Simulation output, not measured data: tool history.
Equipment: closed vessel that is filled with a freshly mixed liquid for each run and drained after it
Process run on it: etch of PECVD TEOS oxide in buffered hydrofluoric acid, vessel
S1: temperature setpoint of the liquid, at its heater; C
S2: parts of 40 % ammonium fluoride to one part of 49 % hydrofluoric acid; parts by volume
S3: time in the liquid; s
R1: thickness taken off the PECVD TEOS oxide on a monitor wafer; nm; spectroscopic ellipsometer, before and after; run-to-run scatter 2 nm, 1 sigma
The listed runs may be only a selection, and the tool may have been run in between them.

run  hour    S1   S2   S3      R1
  1   0.0  20.0  8.5  105  186.91
  2   3.5  22.0  8.0  105  221.29
  3  10.0  22.0  8.0  110  232.89
  4  15.8  22.0  8.0  105  222.06
  5  22.4  19.5  8.0  105  194.18
  6  28.3  21.5  7.5  105  230.42
  7  34.0  23.0  7.0  105  272.62
  8  34.6  27.0  7.0  105  335.98

What does the tool deliver on the next run?
  9  43.2  27.5  7.0  105   ?

Logged for run 9: R1 347.97 nm.
